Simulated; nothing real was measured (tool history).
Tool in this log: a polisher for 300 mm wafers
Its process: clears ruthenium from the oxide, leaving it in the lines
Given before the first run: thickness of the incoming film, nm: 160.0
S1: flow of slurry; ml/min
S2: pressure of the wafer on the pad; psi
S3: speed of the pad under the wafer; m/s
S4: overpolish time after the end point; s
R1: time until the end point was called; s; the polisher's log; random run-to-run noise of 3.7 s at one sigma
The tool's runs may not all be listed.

Run 1, hour 0: S1 205 ml/min, S2 2.3 psi, S3 1.02 m/s, S4 10 s. Result: R1 129.62 s.
Run 2, hour 2.2: S1 205 ml/min, S2 2.2 psi, S3 1.02 m/s, S4 10 s. Result: R1 133.81 s.
Run 3, hour 8.3: S1 205 ml/min, S2 2.2 psi, S3 0.84 m/s, S4 10 s. Result: R1 145.32 s.
Run 4, hour 16.1: S1 205 ml/min, S2 2.7 psi, S3 0.84 m/s, S4 10 s. Result: R1 122.95 s.
Run 5, hour 19: S1 205 ml/min, S2 2.6 psi, S3 0.82 m/s, S4 10 s. Result: R1 123.63 s.
Run 6, hour 25.6: S1 170 ml/min, S2 2.6 psi, S3 0.82 m/s, S4 10 s. Result: R1 138.21 s.

Estimate the outcome of run 7 from the log above:
Run 7, hour 27.7: S1 165 ml/min, S2 2.5 psi, S3 0.82 m/s, S4 10 s. Result: R1 ?.

Run 7 measured R1 135.6 s.
